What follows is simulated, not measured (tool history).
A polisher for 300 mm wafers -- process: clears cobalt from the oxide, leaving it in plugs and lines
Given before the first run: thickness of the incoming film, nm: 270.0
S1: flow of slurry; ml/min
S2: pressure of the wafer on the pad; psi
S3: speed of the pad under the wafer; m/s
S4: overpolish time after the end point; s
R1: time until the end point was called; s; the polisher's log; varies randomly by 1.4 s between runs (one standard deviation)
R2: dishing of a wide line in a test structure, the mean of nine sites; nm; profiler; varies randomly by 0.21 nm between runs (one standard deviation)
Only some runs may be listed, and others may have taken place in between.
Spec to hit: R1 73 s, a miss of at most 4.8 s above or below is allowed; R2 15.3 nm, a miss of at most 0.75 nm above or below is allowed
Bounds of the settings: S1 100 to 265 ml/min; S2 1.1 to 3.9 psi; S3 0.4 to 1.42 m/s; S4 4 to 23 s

| run | hour | S1 | S2 | S3 | S4 | R1 | R2 |
|---|---|---|---|---|---|---|---|
| 1 | 0 | 170 | 2.5 | 0.9 | 12 | 38.987 | 25.084 |
| 2 | 6.2 | 195 | 2.5 | 0.9 | 12 | 38.447 | 25.163 |
| 3 | 9.8 | 185 | 2.3 | 0.88 | 11 | 41.499 | 24.221 |
| 4 | 11.8 | 185 | 2.1 | 0.84 | 10 | 47.501 | 22.356 |
| 5 | 19.4 | 195 | 1.9 | 0.82 | 9 | 53.379 | 20.968 |
| 6 | 25 | 205 | 1.8 | 0.82 | 8 | 55.114 | 19.253 |
| 7 | 26.2 | 210 | 1.7 | 0.82 | 7 | 59.239 | 17.654 |
| 8 | 32.6 | 215 | 1.6 | 0.82 | 7 | 60.948 | 17.168 |
| 9 | 39.5 | 235 | 1.1 | 0.82 | 4 | 83.13 | 9.3582 |
| 10 | 47.1 | 185 | 1.3 | 0.84 | 5 | 73.716 | 12.019 |
| 11 | 55.7 | 185 | 1.3 | 0.82 | 5 | 73.251 | 11.748 |
| 12 | 60.9 | 185 | 1.3 | 0.8 | 5 | 75.392 | 11.762 |
| 13 | 67.1 | 190 | 1.4 | 0.78 | 5 | 75.473 | 12.242 |
| 14 | 69.3 | 195 | 1.4 | 0.76 | 5 | 72.762 | 12.346 |
| 15 | 75 | 195 | 1.4 | 0.76 | 5 | 75.168 | 11.904 |
| 16 | 79.4 | 195 | 1.4 | 0.74 | 6 | 75.742 | 13.697 |
| 17 | 86 | 200 | 1.5 | 0.7 | 6 | 75.155 | 13.442 |

Exactly one of the 4 candidate moves below puts every result within its allowed miss. Which one?
| A | 92.6 | 190 | 1.4 | 0.76 | 5 | ? | ? |
| B | 92.6 | 195 | 1.6 | 0.78 | 4 | ? | ? |
| C | 92.6 | 210 | 1.4 | 0.78 | 7 | ? | ? |
| D | 92.6 | 205 | 1.6 | 0.72 | 5 | ? | ? |

| move | R1 | R2 |
|---|---|---|
| A | 75.8 | 11.921 |
| B | 65.668 | 11.222 |
| C | 73.108 | 15.42 |
| D | 70.544 | 12.558 |
A: its largest miss is bigger than the last run's
B: its largest miss is bigger than the last run's
C: in spec on every target
D: its largest miss is bigger than the last run's
Correct choice: C, which meets every target
